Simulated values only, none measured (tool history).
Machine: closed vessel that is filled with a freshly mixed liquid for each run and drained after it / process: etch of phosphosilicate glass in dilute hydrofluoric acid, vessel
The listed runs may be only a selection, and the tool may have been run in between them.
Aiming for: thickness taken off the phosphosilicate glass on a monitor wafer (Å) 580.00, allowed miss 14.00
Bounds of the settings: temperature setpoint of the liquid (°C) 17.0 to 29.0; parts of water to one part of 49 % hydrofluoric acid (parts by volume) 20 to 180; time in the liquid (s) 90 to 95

| run | hour | temperature setpoint of the liquid (°C) | parts of water to one part of 49 % hydrofluoric acid (parts by volume) | time in the liquid (s) | thickness taken off the phosphosilicate glass on a monitor wafer (Å) |
|---|---|---|---|---|---|
| 1 | 0.0 | 21.0 | 100 | 90 | 692.40 |
| 2 | 4.4 | 20.0 | 100 | 90 | 674.25 |
| 3 | 13.5 | 20.0 | 135 | 90 | 474.56 |
| 4 | 14.4 | 21.5 | 135 | 90 | 508.37 |
| 5 | 20.9 | 19.0 | 135 | 90 | 456.21 |
| 6 | 23.2 | 20.5 | 135 | 90 | 483.19 |
| 7 | 29.4 | 21.5 | 135 | 90 | 503.08 |
| 8 | 37.1 | 22.5 | 135 | 90 | 526.48 |
| 9 | 38.8 | 23.0 | 135 | 90 | 534.15 |

Consider the 4 candidate settings below. Which is the only one whose results all fall within their allowed miss of target?
| A | 40.5 | 23.0 | 140 | 95 | ? |
| B | 40.5 | 24.5 | 145 | 95 | ? |
| C | 40.5 | 22.5 | 125 | 90 | ? |
| D | 40.5 | 22.0 | 130 | 90 | ? |

| move | thickness taken off the phosphosilicate glass on a monitor wafer (Å) |
|---|---|
| A | 539.69 |
| B | 549.58 |
| C | 570.62 |
| D | 534.85 |
A: an improvement on the last run, though not all results are within tolerance
B: an improvement on the last run, though not all results are within tolerance
C: every result lands within tolerance
D: as far off as the last run
C is the move that brings every result within its allowed miss.
